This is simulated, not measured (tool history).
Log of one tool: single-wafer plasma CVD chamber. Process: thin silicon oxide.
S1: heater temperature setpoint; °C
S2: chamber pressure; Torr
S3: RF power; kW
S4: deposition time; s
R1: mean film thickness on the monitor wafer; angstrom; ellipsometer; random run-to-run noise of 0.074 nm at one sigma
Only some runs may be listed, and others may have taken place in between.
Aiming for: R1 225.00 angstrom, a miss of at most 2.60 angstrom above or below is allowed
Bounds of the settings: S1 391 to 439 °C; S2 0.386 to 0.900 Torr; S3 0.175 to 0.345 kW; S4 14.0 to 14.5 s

run,hour,S1,S2,S3,S4,R1
1,0.0,415,0.643,0.260,14.0,185.46
2,5.4,415,0.643,0.260,14.5,191.86
3,7.2,415,0.665,0.260,14.5,198.67
4,13.2,415,0.683,0.260,14.5,203.62
5,14.7,423,0.683,0.260,14.5,202.58
6,19.2,423,0.683,0.225,14.5,181.53
7,26.3,420,0.711,0.225,14.5,188.69
8,29.4,420,0.739,0.225,14.5,195.82
9,36.2,420,0.762,0.225,14.5,201.11
10,41.9,420,0.782,0.225,14.5,206.29
11,43.1,420,0.797,0.225,14.5,208.52
12,45.8,420,0.812,0.225,14.5,213.15
13,51.8,420,0.812,0.225,14.5,212.01
14,54.8,420,0.824,0.225,14.5,215.72
15,57.2,420,0.832,0.225,14.5,218.35
16,58.4,420,0.837,0.225,14.5,218.92
17,64.9,420,0.842,0.225,14.5,220.35
18,68.4,420,0.846,0.225,14.5,221.83

Consider the 4 candidate settings below. Which is the only one whose results all fall within their allowed miss of target?
A,71.9,435,0.882,0.240,14.2,?
B,71.9,424,0.859,0.225,14.2,?
C,71.9,421,0.838,0.240,14.5,?
D,71.9,418,0.792,0.255,14.2,?

move,R1
A,234.22
B,219.62
C,231.96
D,226.68
A: takes the biggest miss from the last run beyond its target
B: the biggest miss grows against the last run
C: takes the biggest miss from the last run beyond its target
D: every result within its allowed miss
D meets every target.

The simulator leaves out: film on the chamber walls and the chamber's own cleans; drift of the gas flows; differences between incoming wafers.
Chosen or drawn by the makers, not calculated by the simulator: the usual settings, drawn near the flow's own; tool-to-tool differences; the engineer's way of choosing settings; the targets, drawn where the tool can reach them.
